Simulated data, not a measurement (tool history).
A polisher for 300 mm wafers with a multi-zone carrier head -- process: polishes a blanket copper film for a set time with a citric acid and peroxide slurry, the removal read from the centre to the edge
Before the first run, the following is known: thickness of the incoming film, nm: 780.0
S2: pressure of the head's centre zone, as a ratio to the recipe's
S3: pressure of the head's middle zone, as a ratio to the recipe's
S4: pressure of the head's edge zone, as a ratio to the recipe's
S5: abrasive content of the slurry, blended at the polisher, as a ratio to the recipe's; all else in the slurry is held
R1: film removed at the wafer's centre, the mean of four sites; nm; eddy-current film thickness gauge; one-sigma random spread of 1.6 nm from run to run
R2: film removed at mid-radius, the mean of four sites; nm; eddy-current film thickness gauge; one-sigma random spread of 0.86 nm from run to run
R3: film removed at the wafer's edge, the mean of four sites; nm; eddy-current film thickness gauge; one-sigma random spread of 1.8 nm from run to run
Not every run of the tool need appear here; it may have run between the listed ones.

{"run": 1, "hour": 0.0, "flow of slurry (ml/min)": 160, "S2": 1.0, "S3": 1.0, "S4": 1.0, "S5": 1.0, "polishing time (s)": 73, "R1": 161.03, "R2": 163.32, "R3": 164.2}
{"run": 2, "hour": 6.1, "flow of slurry (ml/min)": 160, "S2": 1.0, "S3": 1.06, "S4": 1.0, "S5": 1.0, "polishing time (s)": 73, "R1": 159.42, "R2": 168.76, "R3": 167.92}
{"run": 3, "hour": 7.4, "flow of slurry (ml/min)": 160, "S2": 1.0, "S3": 1.06, "S4": 1.07, "S5": 1.0, "polishing time (s)": 73, "R1": 160.72, "R2": 168.12, "R3": 171.98}
{"run": 4, "hour": 12.6, "flow of slurry (ml/min)": 150, "S2": 0.96, "S3": 1.05, "S4": 1.03, "S5": 0.9, "polishing time (s)": 72, "R1": 146.48, "R2": 162.21, "R3": 160.17}
{"run": 5, "hour": 15.4, "flow of slurry (ml/min)": 150, "S2": 0.96, "S3": 0.97, "S4": 1.03, "S5": 0.9, "polishing time (s)": 72, "R1": 146.45, "R2": 153.1, "R3": 158.48}
{"run": 6, "hour": 21.2, "flow of slurry (ml/min)": 150, "S2": 0.96, "S3": 1.02, "S4": 1.03, "S5": 0.9, "polishing time (s)": 72, "R1": 149.07, "R2": 158.2, "R3": 158.41}
{"run": 7, "hour": 22.6, "flow of slurry (ml/min)": 140, "S2": 0.93, "S3": 1.03, "S4": 1.05, "S5": 0.85, "polishing time (s)": 70, "R1": 136.0, "R2": 150.57, "R3": 156.39}

What does the tool deliver on the next run?
{"run": 8, "hour": 31.1, "flow of slurry (ml/min)": 135, "S2": 0.9, "S3": 1.03, "S4": 1.02, "S5": 0.75, "polishing time (s)": 70, "R1": "?", "R2": "?", "R3": "?"}

R1: 125.11 nm
R2: 145.49 nm
R3: 142.31 nm
